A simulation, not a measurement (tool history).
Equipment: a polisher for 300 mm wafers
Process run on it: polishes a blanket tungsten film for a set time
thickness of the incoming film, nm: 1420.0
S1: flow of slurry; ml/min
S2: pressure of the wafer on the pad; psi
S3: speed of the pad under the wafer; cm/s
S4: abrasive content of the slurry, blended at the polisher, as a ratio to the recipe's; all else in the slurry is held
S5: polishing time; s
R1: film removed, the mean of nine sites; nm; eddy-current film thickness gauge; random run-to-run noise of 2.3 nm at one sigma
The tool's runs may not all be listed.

| run | hour | S1 | S2 | S3 | S4 | S5 | R1 |
|---|---|---|---|---|---|---|---|
| 1 | 0 | 315 | 4 | 104 | 1 | 24 | 106.25 |
| 2 | 3.4 | 315 | 4.4 | 104 | 1 | 24 | 114.92 |
| 3 | 10.9 | 315 | 4.8 | 104 | 1 | 24 | 121.79 |
| 4 | 12.4 | 315 | 5.1 | 106 | 1 | 24 | 136.33 |
| 5 | 20.8 | 315 | 5.3 | 106 | 1 | 24 | 139.84 |
|  | 28.5 | head pressure recalibrated |
| 6 | 28.5 | 315 | 5.3 | 92 | 1 | 24 | 133.37 |

Expected results for the next run?
| 7 | 32.2 | 315 | 5.5 | 94 | 1 | 24 | ? |

R1: 137.6 nm
